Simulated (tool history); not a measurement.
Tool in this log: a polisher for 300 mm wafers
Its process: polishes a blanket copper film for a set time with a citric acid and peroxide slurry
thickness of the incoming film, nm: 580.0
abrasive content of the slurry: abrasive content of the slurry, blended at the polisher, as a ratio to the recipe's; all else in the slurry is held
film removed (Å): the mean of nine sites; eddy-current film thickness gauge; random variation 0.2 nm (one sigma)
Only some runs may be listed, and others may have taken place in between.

| run | hour | flow of slurry (ml/min) | pressure of the wafer on the pad (psi) | speed of the pad under the wafer (cm/s) | abrasive content of the slurry | polishing time (s) | film removed (Å) |
|---|---|---|---|---|---|---|---|
| 1 | 0.0 | 190 | 2.5 | 78 | 1.00 | 21 | 291.37 |
| 2 | 1.3 | 190 | 2.5 | 78 | 1.10 | 21 | 311.60 |
| 3 | 2.8 | 190 | 3.1 | 78 | 1.10 | 21 | 371.01 |
| 4 | 10.2 | 190 | 2.5 | 72 | 1.10 | 21 | 289.66 |
| 5 | 17.3 | 190 | 2.1 | 68 | 1.10 | 21 | 240.51 |
| 6 | 22.9 | 190 | 2.1 | 68 | 0.95 | 21 | 222.98 |
| 7 | 26.3 | 190 | 1.8 | 68 | 0.95 | 21 | 197.16 |
| 8 | 28.8 | 190 | 1.2 | 66 | 0.95 | 21 | 136.50 |
| 9 | 33.1 | 190 | 1.2 | 66 | 0.95 | 21 | 138.12 |

Run 10, settings as shown, results not yet in. Your forecast:
| 10 | 34.1 | 190 | 1.3 | 66 | 0.95 | 21 | ? |

{"run 10": {"film removed (Å)": 144.84}}

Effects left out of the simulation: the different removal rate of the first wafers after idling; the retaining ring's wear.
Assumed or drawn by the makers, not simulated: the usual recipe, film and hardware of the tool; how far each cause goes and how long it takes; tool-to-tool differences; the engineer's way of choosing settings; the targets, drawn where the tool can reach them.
